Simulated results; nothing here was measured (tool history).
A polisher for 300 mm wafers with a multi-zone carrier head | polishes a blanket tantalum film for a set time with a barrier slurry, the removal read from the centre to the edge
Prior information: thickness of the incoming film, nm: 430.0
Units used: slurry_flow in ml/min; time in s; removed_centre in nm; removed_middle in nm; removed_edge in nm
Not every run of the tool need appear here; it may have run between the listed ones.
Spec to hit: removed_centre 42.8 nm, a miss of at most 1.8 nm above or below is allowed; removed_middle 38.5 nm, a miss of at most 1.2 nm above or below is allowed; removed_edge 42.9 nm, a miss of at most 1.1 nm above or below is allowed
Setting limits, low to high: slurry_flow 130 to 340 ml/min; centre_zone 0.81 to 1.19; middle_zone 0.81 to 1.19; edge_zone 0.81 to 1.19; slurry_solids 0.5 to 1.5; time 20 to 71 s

run 1 day=0 | slurry_flow=220 centre_zone=1 middle_zone=1 edge_zone=1 slurry_solids=1 time=45 | removed_centre=81.503 removed_middle=72.011 removed_edge=74.471
run 2 day=0.121 | slurry_flow=245 centre_zone=1 middle_zone=1 edge_zone=1 slurry_solids=1 time=45 | removed_centre=84.072 removed_middle=72.063 removed_edge=75.607
run 3 day=0.446 | slurry_flow=245 centre_zone=1.05 middle_zone=1 edge_zone=1 slurry_solids=1 time=45 | removed_centre=87.341 removed_middle=72.74 removed_edge=76.002
run 4 day=0.796 | slurry_flow=245 centre_zone=1.05 middle_zone=1 edge_zone=0.93 slurry_solids=1 time=45 | removed_centre=88.547 removed_middle=73.504 removed_edge=72.545
run 5 day=0.962 | slurry_flow=225 centre_zone=0.98 middle_zone=0.95 edge_zone=0.92 slurry_solids=0.85 time=40 | removed_centre=67.385 removed_middle=59.564 removed_edge=61.047
run 6 day=1.292 | slurry_flow=215 centre_zone=0.96 middle_zone=0.91 edge_zone=0.91 slurry_solids=0.75 time=37 | removed_centre=60.655 removed_middle=51.272 removed_edge=54.38
run 7 day=1.392 | slurry_flow=200 centre_zone=0.92 middle_zone=0.88 edge_zone=0.89 slurry_solids=0.65 time=36 | removed_centre=52.341 removed_middle=46.55 removed_edge=50.295
run 8 day=1.738 | slurry_flow=190 centre_zone=0.91 middle_zone=0.86 edge_zone=0.87 slurry_solids=0.6 time=35 | removed_centre=49.108 removed_middle=42.442 removed_edge=46.421
run 9 day=2 | slurry_flow=175 centre_zone=0.89 middle_zone=0.85 edge_zone=0.86 slurry_solids=0.6 time=35 | removed_centre=48.12 removed_middle=41.983 removed_edge=46.02
run 10 day=2.167 | slurry_flow=165 centre_zone=0.87 middle_zone=0.84 edge_zone=0.85 slurry_solids=0.6 time=35 | removed_centre=45.582 removed_middle=40.416 removed_edge=44.445
run 11 day=2.25 | slurry_flow=155 centre_zone=0.86 middle_zone=0.83 edge_zone=0.85 slurry_solids=0.6 time=35 | removed_centre=44.704 removed_middle=39.337 removed_edge=44.525
run 12 day=2.554 | slurry_flow=150 centre_zone=0.85 middle_zone=0.83 edge_zone=0.84 slurry_solids=0.6 time=35 | removed_centre=43.385 removed_middle=39.528 removed_edge=43.895

Exercise: of the 4 proposed moves below, exactly one satisfies all targets within the stated allowed misses. Which move is it?
run A day=2.858 | slurry_flow=130 centre_zone=0.89 middle_zone=0.94 edge_zone=0.82 slurry_solids=0.85 time=31 | removed_centre=? removed_middle=? removed_edge=?
run B day=2.858 | slurry_flow=130 centre_zone=0.86 middle_zone=0.83 edge_zone=0.81 slurry_solids=0.95 time=31 | removed_centre=? removed_middle=? removed_edge=?
run C day=2.858 | slurry_flow=205 centre_zone=0.89 middle_zone=0.81 edge_zone=1.01 slurry_solids=0.7 time=30 | removed_centre=? removed_middle=? removed_edge=?
run D day=2.858 | slurry_flow=145 centre_zone=0.87 middle_zone=0.94 edge_zone=0.81 slurry_solids=0.8 time=31 | removed_centre=? removed_middle=? removed_edge=?

move=A removed_centre=42.529 removed_middle=41.061 removed_edge=41.436
move=B removed_centre=42.281 removed_middle=38.15 removed_edge=42.499
move=C removed_centre=43.369 removed_middle=36.594 removed_edge=44.845
move=D removed_centre=42.216 removed_middle=41.538 removed_edge=41.344
A: the result that was furthest off in the last run now lies on the other side of its target
B: each result inside its tolerance
C: further off than the last run
D: the result that was furthest off in the last run now lies on the other side of its target
Go with B: it meets all targets.
